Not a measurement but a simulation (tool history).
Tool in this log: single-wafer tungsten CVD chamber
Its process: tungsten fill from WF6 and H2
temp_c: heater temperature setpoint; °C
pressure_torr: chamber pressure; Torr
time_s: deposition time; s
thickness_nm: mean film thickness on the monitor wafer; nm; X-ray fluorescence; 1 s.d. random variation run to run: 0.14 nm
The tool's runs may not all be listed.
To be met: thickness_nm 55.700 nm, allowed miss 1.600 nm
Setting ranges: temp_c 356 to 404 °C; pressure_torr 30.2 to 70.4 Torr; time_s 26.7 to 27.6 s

run 1 hour=0.0 | temp_c=380 pressure_torr=50.3 time_s=26.7 | thickness_nm=77.626
run 2 hour=1.4 | temp_c=376 pressure_torr=50.0 time_s=26.7 | thickness_nm=71.281
run 3 hour=3.2 | temp_c=382 pressure_torr=50.0 time_s=26.7 | thickness_nm=80.525
run 4 hour=5.3 | temp_c=382 pressure_torr=53.2 time_s=26.7 | thickness_nm=82.141
run 5 hour=7.9 | temp_c=373 pressure_torr=53.2 time_s=26.7 | thickness_nm=68.349
-- hour=14.4 thermocouple changed; heater temperature recalibrated
run 6 hour=14.4 | temp_c=373 pressure_torr=59.9 time_s=26.7 | thickness_nm=67.398
run 7 hour=20.9 | temp_c=373 pressure_torr=59.9 time_s=26.7 | thickness_nm=67.531
run 8 hour=29.7 | temp_c=371 pressure_torr=59.9 time_s=26.7 | thickness_nm=64.536

Below are 4 possible settings for the next run. Only one of them brings all results inside the allowed miss of their targets. Which is it?
run A hour=38.5 | temp_c=378 pressure_torr=69.9 time_s=27.6 | thickness_nm=?
run B hour=38.5 | temp_c=362 pressure_torr=67.2 time_s=26.7 | thickness_nm=?
run C hour=38.5 | temp_c=381 pressure_torr=56.2 time_s=27.6 | thickness_nm=?
run D hour=38.5 | temp_c=379 pressure_torr=56.5 time_s=27.6 | thickness_nm=?

move=A thickness_nm=80.719
move=B thickness_nm=55.651
move=C thickness_nm=80.286
move=D thickness_nm=77.322
A: misses by more than the last run did
B: every result within its allowed miss
C: misses by more than the last run did
D: misses by more than the last run did
B is the move that brings every result within its allowed miss.
